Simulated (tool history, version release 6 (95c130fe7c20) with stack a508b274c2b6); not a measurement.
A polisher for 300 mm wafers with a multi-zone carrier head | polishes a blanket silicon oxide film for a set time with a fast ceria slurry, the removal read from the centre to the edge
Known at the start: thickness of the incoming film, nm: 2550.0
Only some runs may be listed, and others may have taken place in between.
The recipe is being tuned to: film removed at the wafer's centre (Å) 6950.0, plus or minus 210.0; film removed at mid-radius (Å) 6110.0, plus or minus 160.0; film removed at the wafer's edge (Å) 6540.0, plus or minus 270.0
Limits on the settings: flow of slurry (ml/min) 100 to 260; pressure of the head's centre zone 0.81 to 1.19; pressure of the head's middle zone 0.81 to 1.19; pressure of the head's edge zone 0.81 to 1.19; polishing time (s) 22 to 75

| run | hour | flow of slurry (ml/min) | pressure of the head's centre zone | pressure of the head's middle zone | pressure of the head's edge zone | polishing time (s) | film removed at the wafer's centre (Å) | film removed at mid-radius (Å) | film removed at the wafer's edge (Å) |
|---|---|---|---|---|---|---|---|---|---|
| 1 | 0.0 | 165 | 1.00 | 1.00 | 1.00 | 48 | 5941.5 | 6111.9 | 5743.8 |
| 2 | 8.2 | 165 | 1.00 | 1.03 | 1.00 | 48 | 5940.8 | 6272.3 | 5788.1 |
| 3 | 12.9 | 175 | 1.02 | 1.00 | 1.04 | 48 | 6053.6 | 6241.6 | 5982.8 |
| 4 | 21.3 | 180 | 1.05 | 0.97 | 1.06 | 48 | 6302.4 | 6056.9 | 6036.5 |
| 5 | 24.3 | 190 | 1.07 | 0.96 | 1.08 | 48 | 6578.6 | 6140.9 | 6103.9 |
| 6 | 25.3 | 190 | 1.07 | 0.96 | 1.16 | 48 | 6610.1 | 5943.3 | 6380.9 |
| 7 | 31.3 | 195 | 1.07 | 0.96 | 1.16 | 48 | 6545.3 | 6016.9 | 6331.4 |
| 8 | 40.0 | 200 | 1.08 | 0.96 | 1.17 | 48 | 6683.5 | 6091.4 | 6358.2 |
| 9 | 43.5 | 200 | 1.08 | 0.95 | 1.17 | 48 | 6651.3 | 5940.3 | 6478.7 |
| 10 | 46.9 | 205 | 1.09 | 0.95 | 1.17 | 48 | 6606.6 | 5986.9 | 6520.8 |

Of the 4 settings listed for the next run, only one would bring every result within its allowed miss of target. Which one?
| A | 50.3 | 230 | 0.99 | 0.98 | 1.13 | 48 | ? | ? | ? |
| B | 50.3 | 215 | 1.08 | 0.96 | 1.19 | 46 | ? | ? | ? |
| C | 50.3 | 155 | 1.16 | 0.90 | 1.08 | 52 | ? | ? | ? |
| D | 50.3 | 180 | 1.11 | 0.95 | 1.19 | 50 | ? | ? | ? |

| move | film removed at the wafer's centre (Å) | film removed at mid-radius (Å) | film removed at the wafer's edge (Å) |
|---|---|---|---|
| A | 6146.9 | 6226.7 | 6381.3 |
| B | 6371.5 | 5813.9 | 6245.4 |
| C | 7349.2 | 5946.8 | 6500.5 |
| D | 6933.9 | 6117.3 | 6672.5 |
A: its largest miss is bigger than the last run's
B: its largest miss is bigger than the last run's
C: pushes the last run's worst result past its target
D: all results in spec
Answer: D
